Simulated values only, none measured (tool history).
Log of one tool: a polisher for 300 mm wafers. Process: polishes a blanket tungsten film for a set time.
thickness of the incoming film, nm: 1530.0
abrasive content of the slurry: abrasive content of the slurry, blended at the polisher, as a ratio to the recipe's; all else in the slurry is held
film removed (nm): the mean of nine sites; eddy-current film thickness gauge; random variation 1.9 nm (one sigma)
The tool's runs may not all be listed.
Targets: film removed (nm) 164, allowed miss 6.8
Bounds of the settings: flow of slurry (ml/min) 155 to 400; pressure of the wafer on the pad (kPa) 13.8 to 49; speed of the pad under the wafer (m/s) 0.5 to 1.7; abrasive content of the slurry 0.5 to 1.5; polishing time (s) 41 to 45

run  hour  flow of slurry (ml/min)  pressure of the wafer on the pad (kPa)  speed of the pad under the wafer (m/s)  abrasive content of the slurry  polishing time (s)  film removed (nm)
  1     0                      255                                      31                                     1.1                               1                  45             285.98
  2   8.7                      310                                      31                                     1.1                               1                  45             283.12
  3  12.8                      310                                      31                                     1.1                            1.15                  45             292.86
  4    21                      310                                    26.2                                    1.08                            1.15                  45              246.3
  5  26.6                      310                                    22.8                                    1.08                            1.15                  45             214.57
  6  29.8                      310                                    20.7                                    1.08                            1.15                  45             196.52
  7  34.3                      310                                    19.3                                    1.08                            1.15                  45             177.83
  8  35.6                      310                                    18.6                                    1.08                            1.15                  45             177.93

Which of these 4 next moves meets every target?
  A  36.9                      340                                    16.5                                    1.12                            1.15                  45                  ?
  B  36.9                      330                                    15.2                                    1.12                             1.1                  45                  ?
  C  36.9                      345                                    16.5                                    1.12                            1.15                  41                  ?
  D  36.9                      300                                      20                                    1.02                            1.15                  45                  ?

move  film removed (nm)
   A             167.04
   B             152.06
   C             152.38
   D             181.86
A: meets every target
B: takes the result that was furthest off past its target
C: takes the result that was furthest off past its target
D: further off than the last run
The right move is A.
